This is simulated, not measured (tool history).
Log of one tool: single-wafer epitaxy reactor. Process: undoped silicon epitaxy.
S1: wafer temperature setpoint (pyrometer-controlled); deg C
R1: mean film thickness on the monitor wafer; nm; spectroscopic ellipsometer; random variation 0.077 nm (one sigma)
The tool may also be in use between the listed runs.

{"run": 1, "hour": 0.0, "S1": 635, "deposition time (s)": 201, "R1": 20.805}
{"run": 2, "hour": 1.3, "S1": 641, "deposition time (s)": 201, "R1": 23.391}
{"run": 3, "hour": 7.8, "S1": 648, "deposition time (s)": 201, "R1": 26.579}
{"run": 4, "hour": 16.2, "S1": 644, "deposition time (s)": 201, "R1": 24.917}
{"run": 5, "hour": 21.6, "S1": 650, "deposition time (s)": 201, "R1": 27.835}
{"run": 6, "hour": 22.9, "S1": 645, "deposition time (s)": 201, "R1": 25.226}

Run 7 comes next. What will it give?
{"run": 7, "hour": 29.3, "S1": 642, "deposition time (s)": 201, "R1": "?"}

R1: 23.79 nm
